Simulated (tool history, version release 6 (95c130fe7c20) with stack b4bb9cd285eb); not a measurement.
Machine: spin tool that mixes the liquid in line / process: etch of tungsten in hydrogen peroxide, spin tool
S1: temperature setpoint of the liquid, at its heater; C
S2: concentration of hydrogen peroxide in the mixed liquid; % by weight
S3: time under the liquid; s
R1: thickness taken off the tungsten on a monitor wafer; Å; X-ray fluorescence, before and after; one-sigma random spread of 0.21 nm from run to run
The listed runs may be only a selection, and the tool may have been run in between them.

run	day	S1	S2	S3	R1
1	0.000	56.0	19.0	15	413.25
2	0.038	61.5	19.0	15	575.61
3	0.371	56.0	19.0	15	422.92
4	0.562	56.0	15.5	15	377.14
5	0.725	56.0	17.0	15	392.31
6	0.775	62.5	17.0	15	576.70
7	0.875	57.0	17.0	15	426.72

The next listed run, before its measurement:
8	1.250	49.0	16.5	15	?

{"run 8": {"R1": 255.08}}
